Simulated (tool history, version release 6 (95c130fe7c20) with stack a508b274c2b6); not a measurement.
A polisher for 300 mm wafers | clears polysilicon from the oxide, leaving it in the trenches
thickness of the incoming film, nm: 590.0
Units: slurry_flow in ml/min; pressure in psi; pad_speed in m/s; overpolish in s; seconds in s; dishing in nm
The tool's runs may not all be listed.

run,hour,slurry_flow,pressure,pad_speed,overpolish,seconds,dishing
1,0,305,3.3,1.08,11,30.414,57.823
2,8,305,3.3,1.34,11,24.153,59.284
3,13.4,305,3.3,1.34,8,24.189,56.29
4,17.4,305,3.3,1.34,10,24.782,57.208
5,20.7,305,3.3,1.54,10,21.639,60.123
6,24.4,305,2.7,1.54,10,24.067,56.919
7,27.6,305,3,1.56,9,22.745,58.402
8,35.7,305,3.3,1.58,8,21.164,57.781
9,36.2,305,3.3,1.58,8,21.058,58.136

Run 10 comes next. What will it give?
10,39.7,305,3.5,1.6,7,?,?

Run 10 gave seconds 19.403 s, dishing 55.834 nm.
